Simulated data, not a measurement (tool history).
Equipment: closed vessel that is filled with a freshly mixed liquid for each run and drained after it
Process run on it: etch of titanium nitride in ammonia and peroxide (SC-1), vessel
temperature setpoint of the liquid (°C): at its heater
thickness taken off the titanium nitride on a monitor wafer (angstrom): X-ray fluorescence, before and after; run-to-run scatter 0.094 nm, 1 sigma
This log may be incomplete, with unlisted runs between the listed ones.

run	hour	temperature setpoint of the liquid (°C)	parts of water to one part of 30 % peroxide (parts by volume)	parts of 29 % ammonia solution to one part of 30 % peroxide (parts by volume)	time in the liquid (s)	thickness taken off the titanium nitride on a monitor wafer (angstrom)
1	0.0	50.0	6.5	0.8	290	425.44
2	9.1	50.0	6.5	1.0	290	436.83
3	17.5	45.0	6.5	1.0	290	306.59
4	19.1	44.0	6.5	1.0	290	284.49
5	26.0	44.0	6.5	1.2	290	289.55
6	30.3	44.0	7.0	1.2	290	281.10
7	37.7	43.5	7.0	1.2	290	273.18
8	40.6	43.0	7.0	1.2	290	261.49

Run 9 has not been measured yet. What should we expect?
9	48.9	42.5	7.0	1.2	290	?

{"run 9": {"thickness taken off the titanium nitride on a monitor wafer (angstrom)": 252.41}}

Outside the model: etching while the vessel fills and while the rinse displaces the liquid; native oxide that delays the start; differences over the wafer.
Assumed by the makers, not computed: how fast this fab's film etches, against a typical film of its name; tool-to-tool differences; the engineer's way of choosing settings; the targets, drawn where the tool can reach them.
